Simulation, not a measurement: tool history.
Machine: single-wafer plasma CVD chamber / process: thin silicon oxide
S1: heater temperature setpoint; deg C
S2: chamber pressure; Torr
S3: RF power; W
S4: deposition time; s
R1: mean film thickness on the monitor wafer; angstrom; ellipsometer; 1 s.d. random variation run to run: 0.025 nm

run 1 hour=0 | S1=385 S2=0.827 S3=320 S4=2.86 | R1=61.186
run 2 hour=6.8 | S1=385 S2=0.751 S3=315 S4=2.86 | R1=56.474
run 3 hour=15.1 | S1=385 S2=0.751 S3=270 S4=2.86 | R1=52.836
run 4 hour=21.7 | S1=385 S2=0.751 S3=315 S4=2.86 | R1=56.596
run 5 hour=28.1 | S1=385 S2=0.751 S3=315 S4=2.86 | R1=56.866
run 6 hour=33.5 | S1=375 S2=0.751 S3=315 S4=2.86 | R1=57.416

Estimate the outcome of run 7 from the log above:
run 7 hour=40.8 | S1=375 S2=0.685 S3=315 S4=2.86 | R1=?

{"run 7": {"R1": 53.799}}
